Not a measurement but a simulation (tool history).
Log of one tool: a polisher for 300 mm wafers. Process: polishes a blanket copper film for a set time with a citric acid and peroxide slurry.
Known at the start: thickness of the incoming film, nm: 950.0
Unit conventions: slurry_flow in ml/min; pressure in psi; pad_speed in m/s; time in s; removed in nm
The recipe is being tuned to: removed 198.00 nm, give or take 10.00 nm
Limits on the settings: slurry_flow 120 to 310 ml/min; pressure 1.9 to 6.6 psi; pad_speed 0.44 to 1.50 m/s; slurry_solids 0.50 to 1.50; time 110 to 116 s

run,hour,slurry_flow,pressure,pad_speed,slurry_solids,time,removed
1,0.0,200,4.2,0.96,1.00,110,302.66
2,3.6,230,4.2,0.96,1.00,110,317.15
3,10.0,230,4.2,0.96,1.00,116,332.68
4,10.7,230,3.7,0.96,1.00,116,293.84
5,18.1,230,3.7,0.96,1.00,116,295.52
6,22.8,225,3.2,0.96,1.00,116,258.28
7,23.5,220,2.9,0.96,1.00,116,232.50
8,32.0,215,2.7,0.96,1.00,116,212.55

5 next moves are on the table. One of them brings every result within its allowed miss. Which?
A,40.5,255,2.6,1.04,1.05,116,?
B,40.5,295,3.3,0.86,0.70,112,?
C,40.5,295,3.3,0.82,1.05,111,?
D,40.5,240,2.2,1.12,1.05,110,?
E,40.5,195,3.0,0.98,1.00,116,?

move,removed
A,237.52
B,227.93
C,230.08
D,205.17
E,248.48
A: misses by more than the last run did
B: misses by more than the last run did
C: misses by more than the last run did
D: every result within its allowed miss
E: misses by more than the last run did
Move D is the one to make.

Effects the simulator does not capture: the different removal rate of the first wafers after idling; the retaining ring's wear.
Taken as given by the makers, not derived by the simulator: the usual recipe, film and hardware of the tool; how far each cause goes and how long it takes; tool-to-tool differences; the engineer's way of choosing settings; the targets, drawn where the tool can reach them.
